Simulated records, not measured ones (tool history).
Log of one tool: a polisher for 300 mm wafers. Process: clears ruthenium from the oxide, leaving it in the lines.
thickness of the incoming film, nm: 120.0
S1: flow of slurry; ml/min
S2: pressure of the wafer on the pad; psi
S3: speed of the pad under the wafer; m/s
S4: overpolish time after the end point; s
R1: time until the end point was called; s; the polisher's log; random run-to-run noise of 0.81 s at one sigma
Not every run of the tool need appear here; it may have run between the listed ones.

{"run": 1, "hour": 0.0, "S1": 185, "S2": 2.5, "S3": 0.88, "S4": 8, "R1": 95.107}
{"run": 2, "hour": 6.2, "S1": 190, "S2": 2.5, "S3": 0.88, "S4": 8, "R1": 94.778}
{"run": 3, "hour": 12.6, "S1": 190, "S2": 1.9, "S3": 0.88, "S4": 8, "R1": 123.31}
{"run": 4, "hour": 21.6, "S1": 190, "S2": 2.0, "S3": 0.88, "S4": 8, "R1": 116.13}
{"run": 5, "hour": 24.7, "S1": 195, "S2": 2.1, "S3": 0.88, "S4": 8, "R1": 109.6}
{"run": 6, "hour": 32.5, "S1": 195, "S2": 1.6, "S3": 0.88, "S4": 8, "R1": 143.59}
{"run": 7, "hour": 37.6, "S1": 195, "S2": 1.8, "S3": 0.88, "S4": 8, "R1": 129.18}
{"run": 8, "hour": 42.3, "S1": 210, "S2": 2.5, "S3": 0.9, "S4": 8, "R1": 89.258}

For run 9, what comes out?
{"run": 9, "hour": 50.8, "S1": 220, "S2": 2.5, "S3": 0.9, "S4": 8, "R1": "?"}

{"run 9": {"R1": 91.132}}
